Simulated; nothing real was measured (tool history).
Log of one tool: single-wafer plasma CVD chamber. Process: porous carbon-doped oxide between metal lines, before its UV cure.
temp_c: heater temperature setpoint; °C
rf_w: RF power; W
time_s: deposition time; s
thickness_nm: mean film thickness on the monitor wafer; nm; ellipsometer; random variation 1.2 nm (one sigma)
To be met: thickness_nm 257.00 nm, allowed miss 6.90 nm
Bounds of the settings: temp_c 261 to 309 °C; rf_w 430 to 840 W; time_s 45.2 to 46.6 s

Run 1, hour 0.0: temp_c 285 °C, rf_w 635 W, time_s 45.2 s. Result: thickness_nm 296.85 nm.
Run 2, hour 3.2: temp_c 285 °C, rf_w 725 W, time_s 45.2 s. Result: thickness_nm 316.68 nm.
Run 3, hour 10.8: temp_c 285 °C, rf_w 725 W, time_s 45.2 s. Result: thickness_nm 315.89 nm.
Run 4, hour 17.4: temp_c 291 °C, rf_w 690 W, time_s 45.2 s. Result: thickness_nm 294.95 nm.
Run 5, hour 24.8: temp_c 291 °C, rf_w 765 W, time_s 45.2 s. Result: thickness_nm 310.39 nm.
Run 6, hour 29.3: temp_c 296 °C, rf_w 735 W, time_s 45.2 s. Result: thickness_nm 296.91 nm.
Run 7, hour 31.9: temp_c 300 °C, rf_w 705 W, time_s 45.2 s. Result: thickness_nm 278.68 nm.
Run 8, hour 38.1: temp_c 302 °C, rf_w 695 W, time_s 45.2 s. Result: thickness_nm 276.08 nm.
Run 9, hour 40.9: temp_c 304 °C, rf_w 680 W, time_s 45.2 s. Result: thickness_nm 267.95 nm.
Run 10, hour 49.9: temp_c 305 °C, rf_w 675 W, time_s 45.2 s. Result: thickness_nm 267.29 nm.

Which of these 5 next moves meets every target?
Run A, hour 58.9: temp_c 302 °C, rf_w 715 W, time_s 46.6 s. Result: thickness_nm ?.
Run B, hour 58.9: temp_c 305 °C, rf_w 640 W, time_s 45.2 s. Result: thickness_nm ?.
Run C, hour 58.9: temp_c 306 °C, rf_w 680 W, time_s 46.6 s. Result: thickness_nm ?.
Run D, hour 58.9: temp_c 303 °C, rf_w 685 W, time_s 45.2 s. Result: thickness_nm ?.
Run E, hour 58.9: temp_c 300 °C, rf_w 665 W, time_s 46.6 s. Result: thickness_nm ?.

move  thickness_nm
   A        286.93
   B        258.55
   C        272.86
   D        270.84
   E        280.22
A: further off than the last run
B: meets every target
C: further off than the last run
D: further off than the last run
E: further off than the last run
Move B is the one to make.

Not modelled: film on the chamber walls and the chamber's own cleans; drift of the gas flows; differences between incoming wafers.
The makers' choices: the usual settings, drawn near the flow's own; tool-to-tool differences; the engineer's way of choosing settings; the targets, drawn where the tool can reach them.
